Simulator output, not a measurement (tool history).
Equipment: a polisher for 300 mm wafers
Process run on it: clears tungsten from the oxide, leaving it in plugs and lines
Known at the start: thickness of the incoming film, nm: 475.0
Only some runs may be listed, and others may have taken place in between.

run  hour  flow of slurry (ml/min)  pressure of the wafer on the pad (psi)  speed of the pad under the wafer (m/s)  abrasive content of the slurry  overpolish time after the end point (s)  time until the end point was called (s)
  1     0                      245                                     2.4                                    1.28                               1                                       41                                   136.75
  2   8.6                      300                                     2.4                                    1.28                               1                                       41                                   134.96
  3  11.6                      270                                     2.4                                    1.28                               1                                       41                                   134.03
  4  12.6                      270                                     2.4                                    1.28                             1.2                                       41                                   129.45
  5  18.5                      270                                     2.1                                    1.26                             1.2                                       41                                    150.8
  6  27.3                      270                                     1.9                                    1.24                             1.2                                       41                                   165.62
  7  33.1                      270                                     1.7                                    1.22                             1.2                                       41                                   184.18
  8  38.8                      270                                     1.6                                    1.22                             1.2                                       41                                    197.6

Estimate the outcome of run 9 from the log above:
  9  44.2                      270                                     1.5                                    1.22                             1.2                                       41                                        ?

time until the end point was called (s): 210.36
